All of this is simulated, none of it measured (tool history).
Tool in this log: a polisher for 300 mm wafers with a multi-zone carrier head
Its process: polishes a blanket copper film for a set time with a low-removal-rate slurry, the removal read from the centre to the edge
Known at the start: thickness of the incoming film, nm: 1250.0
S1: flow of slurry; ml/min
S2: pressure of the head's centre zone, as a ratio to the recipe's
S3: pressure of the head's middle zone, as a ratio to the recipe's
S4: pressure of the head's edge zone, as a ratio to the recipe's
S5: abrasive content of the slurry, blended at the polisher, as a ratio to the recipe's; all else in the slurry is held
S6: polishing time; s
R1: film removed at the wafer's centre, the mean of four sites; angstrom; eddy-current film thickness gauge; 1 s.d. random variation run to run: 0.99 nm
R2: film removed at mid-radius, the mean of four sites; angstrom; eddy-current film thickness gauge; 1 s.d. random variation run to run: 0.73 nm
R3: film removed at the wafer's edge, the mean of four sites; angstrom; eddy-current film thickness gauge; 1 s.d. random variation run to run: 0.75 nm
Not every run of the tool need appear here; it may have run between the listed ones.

Run 1, hour 0.0: S1 290 ml/min, S2 1.00, S3 1.00, S4 1.00, S5 1.0, S6 63 s. Result: R1 781.88 angstrom, R2 743.60 angstrom, R3 776.85 angstrom.
Run 2, hour 6.6: S1 300 ml/min, S2 1.05, S3 1.02, S4 1.04, S5 1.1, S6 63 s. Result: R1 825.11 angstrom, R2 775.38 angstrom, R3 797.86 angstrom.
Run 3, hour 15.2: S1 300 ml/min, S2 1.11, S3 1.02, S4 1.04, S5 1.1, S6 63 s. Result: R1 872.32 angstrom, R2 783.23 angstrom, R3 786.45 angstrom.
Run 4, hour 23.7: S1 300 ml/min, S2 1.11, S3 0.99, S4 1.04, S5 1.1, S6 63 s. Result: R1 880.25 angstrom, R2 770.97 angstrom, R3 788.15 angstrom.
At hour 30.9: slurry nozzle cleaned.
Run 5, hour 30.9: S1 300 ml/min, S2 1.11, S3 0.99, S4 1.04, S5 1.1, S6 73 s. Result: R1 1025.60 angstrom, R2 906.96 angstrom, R3 950.41 angstrom.
Run 6, hour 35.5: S1 360 ml/min, S2 1.11, S3 0.99, S4 1.04, S5 1.1, S6 73 s. Result: R1 1076.00 angstrom, R2 912.98 angstrom, R3 960.12 angstrom.
Run 7, hour 42.1: S1 355 ml/min, S2 1.11, S3 0.98, S4 1.03, S5 1.1, S6 73 s. Result: R1 1074.50 angstrom, R2 914.64 angstrom, R3 951.32 angstrom.

Estimate the outcome of run 8 from the log above:
Run 8, hour 49.9: S1 355 ml/min, S2 1.11, S3 0.98, S4 1.03, S5 1.1, S6 73 s. Result: R1 ?, R2 ?, R3 ?.

For run 8 the tool returned R1 1059.40 angstrom, R2 918.05 angstrom, R3 947.11 angstrom.

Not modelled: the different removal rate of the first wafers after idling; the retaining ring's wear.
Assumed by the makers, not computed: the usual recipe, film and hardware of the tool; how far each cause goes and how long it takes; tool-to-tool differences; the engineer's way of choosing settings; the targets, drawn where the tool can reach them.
